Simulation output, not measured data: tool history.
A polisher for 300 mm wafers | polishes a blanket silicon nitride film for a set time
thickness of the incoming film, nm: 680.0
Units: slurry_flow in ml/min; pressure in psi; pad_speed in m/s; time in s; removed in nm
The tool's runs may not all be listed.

{"run": 1, "day": 0.0, "slurry_flow": 125, "pressure": 4, "pad_speed": 1.26, "time": 49, "removed": 127.99}
{"run": 2, "day": 0.333, "slurry_flow": 125, "pressure": 3.5, "pad_speed": 1.26, "time": 49, "removed": 119.47}
{"run": 3, "day": 0.388, "slurry_flow": 150, "pressure": 3.5, "pad_speed": 1.26, "time": 49, "removed": 122.21}
{"run": 4, "day": 0.579, "slurry_flow": 155, "pressure": 3.8, "pad_speed": 1.26, "time": 49, "removed": 131.01}
{"run": 5, "day": 0.871, "slurry_flow": 180, "pressure": 3.8, "pad_speed": 1.26, "time": 49, "removed": 133.57}
{"run": 6, "day": 1.079, "slurry_flow": 180, "pressure": 3.8, "pad_speed": 1.26, "time": 49, "removed": 132.97}

The next listed run, before its measurement:
{"run": 7, "day": 1.267, "slurry_flow": 180, "pressure": 4, "pad_speed": 1.26, "time": 49, "removed": "?"}

{"run 7": {"removed": 136.37}}

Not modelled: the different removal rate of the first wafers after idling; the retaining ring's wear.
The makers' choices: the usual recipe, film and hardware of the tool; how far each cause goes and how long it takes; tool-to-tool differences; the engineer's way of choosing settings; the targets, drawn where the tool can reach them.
